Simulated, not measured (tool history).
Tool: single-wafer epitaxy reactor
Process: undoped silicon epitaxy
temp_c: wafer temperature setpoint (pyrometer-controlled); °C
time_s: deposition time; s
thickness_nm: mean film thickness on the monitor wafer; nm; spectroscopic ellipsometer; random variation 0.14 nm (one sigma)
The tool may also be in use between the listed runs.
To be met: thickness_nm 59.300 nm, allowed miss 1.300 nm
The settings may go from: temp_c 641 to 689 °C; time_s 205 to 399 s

Run 1, hour 0.0: temp_c 665 °C, time_s 302 s. Result: thickness_nm 80.931 nm.
Run 2, hour 8.1: temp_c 662 °C, time_s 302 s. Result: thickness_nm 76.637 nm.
Run 3, hour 9.8: temp_c 670 °C, time_s 302 s. Result: thickness_nm 89.361 nm.
Run 4, hour 11.6: temp_c 661 °C, time_s 302 s. Result: thickness_nm 75.321 nm.
Run 5, hour 18.0: temp_c 661 °C, time_s 317 s. Result: thickness_nm 79.197 nm.
Run 6, hour 19.9: temp_c 668 °C, time_s 317 s. Result: thickness_nm 90.490 nm.
Run 7, hour 24.6: temp_c 664 °C, time_s 316 s. Result: thickness_nm 83.371 nm.
Run 8, hour 25.8: temp_c 661 °C, time_s 315 s. Result: thickness_nm 78.610 nm.
Run 9, hour 34.8: temp_c 661 °C, time_s 315 s. Result: thickness_nm 79.007 nm.
Run 10, hour 42.1: temp_c 658 °C, time_s 315 s. Result: thickness_nm 74.250 nm.
Run 11, hour 47.3: temp_c 656 °C, time_s 315 s. Result: thickness_nm 71.213 nm.
Run 12, hour 55.4: temp_c 654 °C, time_s 315 s. Result: thickness_nm 68.809 nm.
Run 13, hour 64.3: temp_c 653 °C, time_s 315 s. Result: thickness_nm 67.187 nm.
Run 14, hour 73.2: temp_c 653 °C, time_s 315 s. Result: thickness_nm 67.600 nm.
Run 15, hour 81.3: temp_c 652 °C, time_s 315 s. Result: thickness_nm 65.802 nm.
Run 16, hour 86.7: temp_c 651 °C, time_s 315 s. Result: thickness_nm 64.459 nm.
Run 17, hour 89.2: temp_c 650 °C, time_s 315 s. Result: thickness_nm 63.710 nm.
Run 18, hour 93.2: temp_c 649 °C, time_s 315 s. Result: thickness_nm 62.383 nm.

Which of these 4 next moves meets every target?
Run A, hour 97.2: temp_c 645 °C, time_s 313 s. Result: thickness_nm ?.
Run B, hour 97.2: temp_c 656 °C, time_s 263 s. Result: thickness_nm ?.
Run C, hour 97.2: temp_c 645 °C, time_s 308 s. Result: thickness_nm ?.
Run D, hour 97.2: temp_c 641 °C, time_s 337 s. Result: thickness_nm ?.

move  thickness_nm
   A        57.149
   B        59.468
   C        56.236
   D        56.863
A: takes the result that was furthest off past its target
B: meets every target
C: takes the result that was furthest off past its target
D: takes the result that was furthest off past its target
Move B is the one to make.
